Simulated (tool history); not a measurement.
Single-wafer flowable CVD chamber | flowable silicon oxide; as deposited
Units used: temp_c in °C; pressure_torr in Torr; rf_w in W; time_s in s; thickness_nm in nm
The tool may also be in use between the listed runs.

| run | day | temp_c | pressure_torr | rf_w | time_s | thickness_nm |
|---|---|---|---|---|---|---|
| 1 | 0 | 110 | 0.846 | 2510 | 316 | 154.98 |
| 2 | 0.238 | 110 | 0.846 | 2640 | 316 | 157.67 |
| 3 | 0.283 | 110 | 0.846 | 2820 | 316 | 158.1 |
| 4 | 0.367 | 100 | 0.846 | 2820 | 316 | 212.23 |
| 5 | 0.6 | 100 | 0.846 | 2820 | 301 | 201.76 |
| 6 | 0.867 | 106 | 0.845 | 2820 | 301 | 169.12 |
| 7 | 0.942 | 110 | 0.844 | 2820 | 301 | 152.08 |

What will run 8 give?
| 8 | 1.229 | 114 | 0.843 | 2820 | 301 | ? |

Run 8 yielded thickness_nm 134.25 nm.
